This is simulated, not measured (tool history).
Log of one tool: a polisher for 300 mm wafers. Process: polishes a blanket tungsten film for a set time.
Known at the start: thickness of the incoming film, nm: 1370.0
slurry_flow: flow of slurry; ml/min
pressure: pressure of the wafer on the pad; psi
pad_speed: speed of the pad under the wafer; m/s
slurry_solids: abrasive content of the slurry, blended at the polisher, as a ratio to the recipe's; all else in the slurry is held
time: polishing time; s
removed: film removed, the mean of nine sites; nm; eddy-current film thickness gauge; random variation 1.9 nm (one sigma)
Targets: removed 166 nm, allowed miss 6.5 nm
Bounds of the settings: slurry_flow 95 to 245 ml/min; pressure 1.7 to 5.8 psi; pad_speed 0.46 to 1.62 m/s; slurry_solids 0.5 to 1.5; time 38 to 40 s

Run 1, hour 0: slurry_flow 155 ml/min, pressure 3.7 psi, pad_speed 1.04 m/s, slurry_solids 1, time 38 s. Result: removed 229.44 nm.
Run 2, hour 8.2: slurry_flow 155 ml/min, pressure 3.7 psi, pad_speed 1.04 m/s, slurry_solids 0.9, time 38 s. Result: removed 228.49 nm.
Run 3, hour 15.7: slurry_flow 140 ml/min, pressure 3.7 psi, pad_speed 1.04 m/s, slurry_solids 0.9, time 38 s. Result: removed 218.65 nm.
Run 4, hour 17.9: slurry_flow 140 ml/min, pressure 3.7 psi, pad_speed 1.04 m/s, slurry_solids 0.9, time 38 s. Result: removed 220.61 nm.
Run 5, hour 25.1: slurry_flow 140 ml/min, pressure 3.7 psi, pad_speed 1.18 m/s, slurry_solids 0.9, time 38 s. Result: removed 254.61 nm.
Run 6, hour 26.4: slurry_flow 140 ml/min, pressure 3.7 psi, pad_speed 1.18 m/s, slurry_solids 0.9, time 38 s. Result: removed 245.31 nm.
Run 7, hour 33.7: slurry_flow 135 ml/min, pressure 3.4 psi, pad_speed 1.18 m/s, slurry_solids 0.9, time 38 s. Result: removed 230.56 nm.
Run 8, hour 40.1: slurry_flow 130 ml/min, pressure 3.1 psi, pad_speed 1.18 m/s, slurry_solids 0.9, time 38 s. Result: removed 205.33 nm.
Run 9, hour 42.7: slurry_flow 130 ml/min, pressure 3.1 psi, pad_speed 1.18 m/s, slurry_solids 0.9, time 38 s. Result: removed 203.15 nm.
Run 10, hour 43.2: slurry_flow 125 ml/min, pressure 3 psi, pad_speed 1.18 m/s, slurry_solids 0.9, time 38 s. Result: removed 195.66 nm.
Run 11, hour 47.7: slurry_flow 120 ml/min, pressure 2.9 psi, pad_speed 1.18 m/s, slurry_solids 0.9, time 38 s. Result: removed 186.78 nm.
Run 12, hour 50.9: slurry_flow 115 ml/min, pressure 2.8 psi, pad_speed 1.18 m/s, slurry_solids 0.9, time 38 s. Result: removed 181.22 nm.
Run 13, hour 58.9: slurry_flow 110 ml/min, pressure 2.7 psi, pad_speed 1.18 m/s, slurry_solids 0.9, time 38 s. Result: removed 174.75 nm.

Which of these 4 next moves meets every target?
Run A, hour 66.9: slurry_flow 95 ml/min, pressure 3.5 psi, pad_speed 1.1 m/s, slurry_solids 0.7, time 38 s. Result: removed ?.
Run B, hour 66.9: slurry_flow 125 ml/min, pressure 2.3 psi, pad_speed 1.36 m/s, slurry_solids 0.55, time 40 s. Result: removed ?.
Run C, hour 66.9: slurry_flow 110 ml/min, pressure 2.4 psi, pad_speed 1.38 m/s, slurry_solids 0.8, time 39 s. Result: removed ?.
Run D, hour 66.9: slurry_flow 120 ml/min, pressure 2.5 psi, pad_speed 1.22 m/s, slurry_solids 0.9, time 40 s. Result: removed ?.

move  removed
   A   188.41
   B      167
   C   180.33
   D   178.96
A: further off than the last run
B: meets every target
C: further off than the last run
D: further off than the last run
The right move is B.
